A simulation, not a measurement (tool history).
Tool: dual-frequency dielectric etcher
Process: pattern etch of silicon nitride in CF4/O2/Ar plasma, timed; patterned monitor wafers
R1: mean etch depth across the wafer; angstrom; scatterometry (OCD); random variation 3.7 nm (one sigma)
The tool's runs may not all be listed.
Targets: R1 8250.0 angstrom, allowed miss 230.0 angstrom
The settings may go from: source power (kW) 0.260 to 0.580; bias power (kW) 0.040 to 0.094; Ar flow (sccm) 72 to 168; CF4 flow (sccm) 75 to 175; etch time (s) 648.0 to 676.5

{"run": 1, "day": 0.0, "source power (kW)": 0.42, "bias power (kW)": 0.067, "Ar flow (sccm)": 120, "CF4 flow (sccm)": 125, "etch time (s)": 648.0, "R1": 11287.0}
{"run": 2, "day": 0.346, "source power (kW)": 0.42, "bias power (kW)": 0.067, "Ar flow (sccm)": 109, "CF4 flow (sccm)": 125, "etch time (s)": 648.0, "R1": 11473.0}
{"run": 3, "day": 0.529, "source power (kW)": 0.4, "bias power (kW)": 0.066, "Ar flow (sccm)": 109, "CF4 flow (sccm)": 125, "etch time (s)": 648.0, "R1": 10973.0}
{"run": 4, "day": 0.588, "source power (kW)": 0.4, "bias power (kW)": 0.061, "Ar flow (sccm)": 109, "CF4 flow (sccm)": 125, "etch time (s)": 648.0, "R1": 10534.0}
{"run": 5, "day": 0.896, "source power (kW)": 0.39, "bias power (kW)": 0.061, "Ar flow (sccm)": 109, "CF4 flow (sccm)": 125, "etch time (s)": 648.0, "R1": 10327.0}
{"run": 6, "day": 1.062, "source power (kW)": 0.39, "bias power (kW)": 0.061, "Ar flow (sccm)": 87, "CF4 flow (sccm)": 125, "etch time (s)": 648.0, "R1": 10518.0}
{"run": 7, "day": 1.2, "source power (kW)": 0.38, "bias power (kW)": 0.061, "Ar flow (sccm)": 87, "CF4 flow (sccm)": 125, "etch time (s)": 648.0, "R1": 10481.0}
{"run": 8, "day": 1.371, "source power (kW)": 0.38, "bias power (kW)": 0.061, "Ar flow (sccm)": 87, "CF4 flow (sccm)": 125, "etch time (s)": 648.0, "R1": 10346.0}
{"run": 9, "day": 1.408, "source power (kW)": 0.37, "bias power (kW)": 0.061, "Ar flow (sccm)": 87, "CF4 flow (sccm)": 125, "etch time (s)": 648.0, "R1": 10169.0}
{"run": 10, "day": 1.746, "source power (kW)": 0.36, "bias power (kW)": 0.061, "Ar flow (sccm)": 87, "CF4 flow (sccm)": 125, "etch time (s)": 648.0, "R1": 9980.3}
{"run": 11, "day": 1.817, "source power (kW)": 0.36, "bias power (kW)": 0.061, "Ar flow (sccm)": 87, "CF4 flow (sccm)": 125, "etch time (s)": 648.0, "R1": 9996.2}
{"run": 12, "day": 2.179, "source power (kW)": 0.35, "bias power (kW)": 0.061, "Ar flow (sccm)": 87, "CF4 flow (sccm)": 125, "etch time (s)": 648.0, "R1": 9838.1}
{"run": 13, "day": 2.329, "source power (kW)": 0.34, "bias power (kW)": 0.061, "Ar flow (sccm)": 87, "CF4 flow (sccm)": 125, "etch time (s)": 648.0, "R1": 9593.9}
{"run": 14, "day": 2.421, "source power (kW)": 0.33, "bias power (kW)": 0.061, "Ar flow (sccm)": 87, "CF4 flow (sccm)": 125, "etch time (s)": 648.0, "R1": 9352.1}
{"run": 15, "day": 2.454, "source power (kW)": 0.26, "bias power (kW)": 0.059, "Ar flow (sccm)": 88, "CF4 flow (sccm)": 124, "etch time (s)": 648.0, "R1": 7650.2}

4 next moves are on the table. One of them brings every result within its allowed miss. Which?
{"run": "A", "day": 2.488, "source power (kW)": 0.29, "bias power (kW)": 0.064, "Ar flow (sccm)": 95, "CF4 flow (sccm)": 110, "etch time (s)": 676.5, "R1": "?"}
{"run": "B", "day": 2.488, "source power (kW)": 0.28, "bias power (kW)": 0.065, "Ar flow (sccm)": 83, "CF4 flow (sccm)": 125, "etch time (s)": 673.0, "R1": "?"}
{"run": "C", "day": 2.488, "source power (kW)": 0.28, "bias power (kW)": 0.063, "Ar flow (sccm)": 91, "CF4 flow (sccm)": 107, "etch time (s)": 658.5, "R1": "?"}
{"run": "D", "day": 2.488, "source power (kW)": 0.28, "bias power (kW)": 0.065, "Ar flow (sccm)": 96, "CF4 flow (sccm)": 168, "etch time (s)": 662.0, "R1": "?"}

move=A R1=8748.3
move=B R1=8744.6
move=C R1=8249.2
move=D R1=8690.1
A: takes the result that was furthest off past its target
B: takes the result that was furthest off past its target
C: meets every target
D: takes the result that was furthest off past its target
Answer: C
